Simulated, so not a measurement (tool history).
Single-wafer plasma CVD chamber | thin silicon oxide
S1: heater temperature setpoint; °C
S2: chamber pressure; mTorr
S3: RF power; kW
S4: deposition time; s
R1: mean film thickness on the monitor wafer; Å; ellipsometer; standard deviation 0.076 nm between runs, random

run  hour   S1   S2     S3    S4      R1
  1   0.0  405  727  0.335  7.03  124.61
  2   6.5  405  752  0.335  7.03  129.69
  3  11.2  397  752  0.335  7.03  129.33
  4  13.8  397  752  0.335  7.03  128.81
  5  16.1  397  645  0.335  7.03  110.37
  6  22.1  397  679  0.335  7.03  118.19
  7  23.8  397  710  0.335  7.03  122.50

Estimate the outcome of run 8 from the log above:
  8  27.3  397  855  0.345  7.03   ?

Run 8 produced R1 148.26 Å.
